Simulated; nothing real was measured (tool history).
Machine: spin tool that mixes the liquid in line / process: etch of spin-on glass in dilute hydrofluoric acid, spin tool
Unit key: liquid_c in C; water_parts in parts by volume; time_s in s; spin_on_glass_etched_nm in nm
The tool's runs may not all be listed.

{"run": 1, "hour": 0.0, "liquid_c": 23, "water_parts": 285, "time_s": 90, "spin_on_glass_etched_nm": 13.467}
{"run": 2, "hour": 4.4, "liquid_c": 23, "water_parts": 335, "time_s": 90, "spin_on_glass_etched_nm": 10.763}
{"run": 3, "hour": 5.3, "liquid_c": 23, "water_parts": 335, "time_s": 90, "spin_on_glass_etched_nm": 10.738}
{"run": 4, "hour": 12.2, "liquid_c": 20, "water_parts": 335, "time_s": 90, "spin_on_glass_etched_nm": 9.8381}
{"run": 5, "hour": 12.9, "liquid_c": 18, "water_parts": 335, "time_s": 90, "spin_on_glass_etched_nm": 9.0946}
{"run": 6, "hour": 21.0, "liquid_c": 17, "water_parts": 335, "time_s": 90, "spin_on_glass_etched_nm": 8.7838}
{"run": 7, "hour": 29.9, "liquid_c": 20, "water_parts": 270, "time_s": 90, "spin_on_glass_etched_nm": 12.631}
{"run": 8, "hour": 36.3, "liquid_c": 22.5, "water_parts": 220, "time_s": 90, "spin_on_glass_etched_nm": 17.985}
{"run": 9, "hour": 40.8, "liquid_c": 22.5, "water_parts": 220, "time_s": 90, "spin_on_glass_etched_nm": 17.886}
{"run": 10, "hour": 42.6, "liquid_c": 24.5, "water_parts": 185, "time_s": 90, "spin_on_glass_etched_nm": 23.899}
{"run": 11, "hour": 45.5, "liquid_c": 26, "water_parts": 165, "time_s": 90, "spin_on_glass_etched_nm": 29.166}
{"run": 12, "hour": 50.1, "liquid_c": 27, "water_parts": 155, "time_s": 90, "spin_on_glass_etched_nm": 32.725}
{"run": 13, "hour": 56.0, "liquid_c": 28, "water_parts": 150, "time_s": 90, "spin_on_glass_etched_nm": 35.365}
{"run": 14, "hour": 57.5, "liquid_c": 28.5, "water_parts": 145, "time_s": 90, "spin_on_glass_etched_nm": 36.787}

Run 15 comes next. What will it give?
{"run": 15, "hour": 63.1, "liquid_c": 29, "water_parts": 140, "time_s": 90, "spin_on_glass_etched_nm": "?"}

spin_on_glass_etched_nm: 39.747 nm
